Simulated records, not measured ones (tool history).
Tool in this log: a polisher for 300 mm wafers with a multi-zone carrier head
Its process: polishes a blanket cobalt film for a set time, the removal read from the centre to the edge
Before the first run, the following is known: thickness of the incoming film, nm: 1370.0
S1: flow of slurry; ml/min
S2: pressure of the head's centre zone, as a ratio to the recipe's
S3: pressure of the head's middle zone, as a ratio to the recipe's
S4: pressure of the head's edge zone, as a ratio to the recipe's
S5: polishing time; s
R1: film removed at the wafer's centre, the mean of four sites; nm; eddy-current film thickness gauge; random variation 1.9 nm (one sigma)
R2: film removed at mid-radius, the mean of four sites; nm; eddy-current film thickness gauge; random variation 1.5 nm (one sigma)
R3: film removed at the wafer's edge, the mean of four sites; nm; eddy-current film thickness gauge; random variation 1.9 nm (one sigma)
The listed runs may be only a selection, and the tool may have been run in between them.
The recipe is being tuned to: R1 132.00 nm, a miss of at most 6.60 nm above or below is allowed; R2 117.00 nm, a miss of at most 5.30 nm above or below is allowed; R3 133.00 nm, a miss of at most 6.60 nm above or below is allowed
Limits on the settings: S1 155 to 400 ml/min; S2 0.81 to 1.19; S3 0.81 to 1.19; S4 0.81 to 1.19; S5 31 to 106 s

run 1 hour=0.0 | S1=255 S2=1.00 S3=1.00 S4=1.00 S5=68 | R1=267.74 R2=263.82 R3=264.82
run 2 hour=4.9 | S1=255 S2=1.00 S3=1.00 S4=0.93 S5=68 | R1=269.30 R2=263.13 R3=259.99
run 3 hour=10.7 | S1=235 S2=0.98 S3=0.96 S4=0.91 S5=61 | R1=232.98 R2=226.77 R3=229.70
run 4 hour=16.7 | S1=235 S2=0.98 S3=0.96 S4=0.91 S5=45 | R1=176.59 R2=166.34 R3=167.80
run 5 hour=21.5 | S1=235 S2=0.97 S3=0.94 S4=0.92 S5=42 | R1=159.56 R2=156.19 R3=159.71
run 6 hour=23.1 | S1=235 S2=0.97 S3=0.89 S4=0.92 S5=42 | R1=159.77 R2=146.55 R3=161.46
run 7 hour=27.5 | S1=235 S2=0.97 S3=0.88 S4=0.92 S5=40 | R1=152.80 R2=138.56 R3=148.64
run 8 hour=36.0 | S1=235 S2=0.96 S3=0.87 S4=0.92 S5=39 | R1=142.60 R2=132.58 R3=145.48
run 9 hour=40.9 | S1=235 S2=0.96 S3=0.86 S4=0.92 S5=38 | R1=142.36 R2=128.27 R3=141.00
run 10 hour=49.6 | S1=235 S2=0.96 S3=0.85 S4=0.92 S5=38 | R1=141.25 R2=128.00 R3=141.88
run 11 hour=55.8 | S1=235 S2=0.96 S3=0.84 S4=0.92 S5=38 | R1=142.19 R2=125.95 R3=144.83
run 12 hour=58.3 | S1=230 S2=0.95 S3=0.83 S4=0.86 S5=33 | R1=122.31 R2=109.63 R3=122.34
run 13 hour=65.0 | S1=230 S2=0.95 S3=0.83 S4=0.88 S5=33 | R1=121.48 R2=108.17 R3=118.87
run 14 hour=72.6 | S1=240 S2=0.95 S3=0.83 S4=0.89 S5=33 | R1=124.54 R2=107.23 R3=123.50
run 15 hour=77.5 | S1=240 S2=0.95 S3=0.83 S4=0.90 S5=33 | R1=122.47 R2=112.12 R3=124.60
run 16 hour=86.4 | S1=240 S2=0.96 S3=0.83 S4=0.91 S5=33 | R1=125.51 R2=111.46 R3=126.72

Consider the 5 candidate settings below. Which is the only one whose results all fall within their allowed miss of target?
run A hour=95.3 | S1=360 S2=1.00 S3=0.81 S4=1.00 S5=31 | R1=? R2=? R3=?
run B hour=95.3 | S1=240 S2=0.94 S3=0.82 S4=0.89 S5=36 | R1=? R2=? R3=?
run C hour=95.3 | S1=180 S2=0.93 S3=0.88 S4=0.88 S5=33 | R1=? R2=? R3=?
run D hour=95.3 | S1=295 S2=0.85 S3=0.81 S4=0.92 S5=34 | R1=? R2=? R3=?
run E hour=95.3 | S1=245 S2=0.89 S3=0.85 S4=0.93 S5=33 | R1=? R2=? R3=?

move=A R1=125.80 R2=106.04 R3=124.05
move=B R1=131.50 R2=119.72 R3=132.43
move=C R1=114.45 R2=112.08 R3=117.40
move=D R1=114.90 R2=114.42 R3=129.07
move=E R1=114.39 R2=113.31 R3=124.04
A: the biggest miss grows against the last run
B: all results in spec
C: brings the last run's worst result on target, with another outside its allowed miss
D: brings the last run's worst result on target, with another outside its allowed miss
E: brings the last run's worst result on target, with another outside its allowed miss
The move that meets every target is B.

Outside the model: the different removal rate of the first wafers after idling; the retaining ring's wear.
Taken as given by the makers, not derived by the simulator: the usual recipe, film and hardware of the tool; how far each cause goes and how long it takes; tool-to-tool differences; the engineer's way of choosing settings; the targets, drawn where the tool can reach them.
